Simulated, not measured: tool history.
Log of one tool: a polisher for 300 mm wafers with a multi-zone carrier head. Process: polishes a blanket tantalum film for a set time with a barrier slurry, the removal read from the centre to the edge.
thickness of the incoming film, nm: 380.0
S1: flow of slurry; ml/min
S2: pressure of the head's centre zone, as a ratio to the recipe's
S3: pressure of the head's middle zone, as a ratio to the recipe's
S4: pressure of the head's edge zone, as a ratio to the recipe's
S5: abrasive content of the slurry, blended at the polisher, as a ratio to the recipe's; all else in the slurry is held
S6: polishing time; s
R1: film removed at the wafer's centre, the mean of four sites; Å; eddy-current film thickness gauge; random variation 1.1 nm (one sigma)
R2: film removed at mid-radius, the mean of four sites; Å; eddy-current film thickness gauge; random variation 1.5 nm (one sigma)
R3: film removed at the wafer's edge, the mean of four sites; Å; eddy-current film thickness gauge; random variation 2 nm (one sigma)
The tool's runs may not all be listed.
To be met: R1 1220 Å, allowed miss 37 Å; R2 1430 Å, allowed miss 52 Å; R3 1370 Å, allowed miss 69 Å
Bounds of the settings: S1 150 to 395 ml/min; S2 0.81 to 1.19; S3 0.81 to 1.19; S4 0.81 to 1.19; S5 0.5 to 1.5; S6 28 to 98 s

run,hour,S1,S2,S3,S4,S5,S6,R1,R2,R3
1,0,250,1,1,1,1,63,1125,1118.4,1111.2
2,3.4,260,0.98,1.04,1.05,1.1,63,1113.3,1199.2,1191.7
3,12,260,0.91,1.04,1.05,1.1,63,1043,1196.9,1172.9
4,15.7,275,0.94,1.07,1.08,1.15,63,1093,1206.1,1165.4
5,22.5,260,0.93,1.08,1.08,1.25,65,1141.9,1294.1,1267.1
6,27.5,320,0.93,1.08,1.08,1.25,65,1156.3,1320.2,1289.9
7,34.5,325,0.93,1.09,1.08,1.3,65,1161.5,1333.3,1274.8
8,41.2,325,0.93,1.1,1.09,1.35,65,1187.1,1359.8,1293.7

Which of these 5 next moves meets every target?
A,47.9,280,0.89,0.98,1.12,1.5,69,?,?,?
B,47.9,365,0.92,1.17,1.02,1.35,64,?,?,?
C,47.9,325,0.9,1.11,1.15,1.45,64,?,?,?
D,47.9,295,0.94,0.99,1.11,1.35,67,?,?,?
E,47.9,305,0.9,1.09,1.05,1.35,69,?,?,?

move,R1,R2,R3
A,1202.1,1348.7,1436.4
B,1158.9,1414.7,1263.3
C,1138,1370.8,1353.3
D,1212.5,1295.1,1362.2
E,1200,1428.7,1366.1
A: further off than the last run
B: brings the result that was furthest off to its target, and leaves another outside
C: further off than the last run
D: further off than the last run
E: meets every target
The right move is E.

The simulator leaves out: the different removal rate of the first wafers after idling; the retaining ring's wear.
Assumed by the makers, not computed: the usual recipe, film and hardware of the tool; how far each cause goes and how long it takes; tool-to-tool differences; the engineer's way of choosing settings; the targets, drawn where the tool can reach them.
